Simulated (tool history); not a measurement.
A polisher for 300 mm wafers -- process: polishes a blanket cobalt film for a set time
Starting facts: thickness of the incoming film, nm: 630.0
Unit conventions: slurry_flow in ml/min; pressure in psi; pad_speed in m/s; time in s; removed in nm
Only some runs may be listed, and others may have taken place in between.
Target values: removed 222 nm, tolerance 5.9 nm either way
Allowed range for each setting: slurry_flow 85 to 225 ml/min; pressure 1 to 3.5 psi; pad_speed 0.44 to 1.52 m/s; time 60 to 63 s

| run | hour | slurry_flow | pressure | pad_speed | time | removed |
|---|---|---|---|---|---|---|
| 1 | 0 | 145 | 2.2 | 0.98 | 60 | 277.46 |
| 2 | 4.2 | 140 | 2.1 | 0.98 | 60 | 262.61 |
| 3 | 5.4 | 135 | 2.1 | 0.98 | 60 | 259.77 |
| 4 | 9.6 | 130 | 2.1 | 0.98 | 60 | 263.41 |
| 5 | 14.9 | 130 | 2 | 0.98 | 60 | 252.53 |
| 6 | 16.7 | 130 | 2 | 0.98 | 63 | 262.77 |
| 7 | 23.8 | 130 | 1.9 | 0.98 | 63 | 248.22 |
| 8 | 25.1 | 125 | 1.8 | 0.98 | 63 | 234.17 |

Exactly one of the 5 candidate moves below puts every result within its allowed miss. Which one?
| A | 26.4 | 160 | 1.5 | 1.22 | 61 | ? |
| B | 26.4 | 145 | 1.2 | 1.42 | 61 | ? |
| C | 26.4 | 135 | 1.8 | 0.9 | 60 | ? |
| D | 26.4 | 135 | 2 | 0.94 | 61 | ? |
| E | 26.4 | 115 | 1.8 | 0.92 | 60 | ? |

| move | removed |
|---|---|
| A | 238.46 |
| B | 216.83 |
| C | 207.85 |
| D | 242.76 |
| E | 204.18 |
A: misses by more than the last run did
B: hits every target within its allowed miss
C: carries the result that was furthest off beyond its target, to the other side
D: misses by more than the last run did
E: carries the result that was furthest off beyond its target, to the other side
Correct choice: B, which meets every target

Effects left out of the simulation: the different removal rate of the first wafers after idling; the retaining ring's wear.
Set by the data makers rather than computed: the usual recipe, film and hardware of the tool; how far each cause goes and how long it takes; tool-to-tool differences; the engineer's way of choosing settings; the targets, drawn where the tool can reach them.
